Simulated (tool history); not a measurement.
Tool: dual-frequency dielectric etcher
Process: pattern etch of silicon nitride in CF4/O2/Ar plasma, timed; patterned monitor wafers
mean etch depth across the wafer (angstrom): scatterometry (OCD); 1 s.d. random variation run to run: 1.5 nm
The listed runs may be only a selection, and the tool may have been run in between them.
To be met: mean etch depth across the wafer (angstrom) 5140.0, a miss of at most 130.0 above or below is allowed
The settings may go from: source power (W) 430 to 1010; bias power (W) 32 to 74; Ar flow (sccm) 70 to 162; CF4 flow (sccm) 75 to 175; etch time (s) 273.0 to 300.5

| run | day | source power (W) | bias power (W) | Ar flow (sccm) | CF4 flow (sccm) | etch time (s) | mean etch depth across the wafer (angstrom) |
|---|---|---|---|---|---|---|---|
| 1 | 0.000 | 720 | 53 | 116 | 125 | 300.5 | 7330.2 |
| 2 | 0.367 | 720 | 53 | 116 | 140 | 300.5 | 7473.1 |
| 3 | 0.542 | 720 | 47 | 116 | 140 | 300.5 | 7095.3 |
| 4 | 0.700 | 650 | 47 | 116 | 140 | 300.5 | 6401.1 |
| 5 | 0.912 | 650 | 47 | 116 | 148 | 300.5 | 6410.9 |
| 6 | 1.208 | 740 | 47 | 116 | 148 | 300.5 | 7377.4 |
| 7 | 1.458 | 740 | 47 | 116 | 148 | 300.5 | 7393.1 |
| 8 | 1.525 | 710 | 47 | 116 | 148 | 300.5 | 7067.9 |
|  | 1.696 | Ar flow controller replaced |
| 9 | 1.696 | 680 | 47 | 116 | 148 | 300.5 | 6706.9 |

4 candidate next runs follow, results not yet known. Just one meets every target within its allowed miss. Identify it.
| A | 1.867 | 820 | 65 | 87 | 135 | 300.5 | ? |
| B | 1.867 | 870 | 50 | 127 | 143 | 300.5 | ? |
| C | 1.867 | 610 | 37 | 80 | 138 | 289.5 | ? |
| D | 1.867 | 590 | 45 | 110 | 147 | 273.0 | ? |

| move | mean etch depth across the wafer (angstrom) |
|---|---|
| A | 9453.0 |
| B | 8783.1 |
| C | 5390.2 |
| D | 5173.4 |
A: the biggest miss grows against the last run
B: the biggest miss grows against the last run
C: an improvement on the last run, though not all results are within tolerance
D: all results land within tolerance of their targets
Correct choice: D, which meets every target

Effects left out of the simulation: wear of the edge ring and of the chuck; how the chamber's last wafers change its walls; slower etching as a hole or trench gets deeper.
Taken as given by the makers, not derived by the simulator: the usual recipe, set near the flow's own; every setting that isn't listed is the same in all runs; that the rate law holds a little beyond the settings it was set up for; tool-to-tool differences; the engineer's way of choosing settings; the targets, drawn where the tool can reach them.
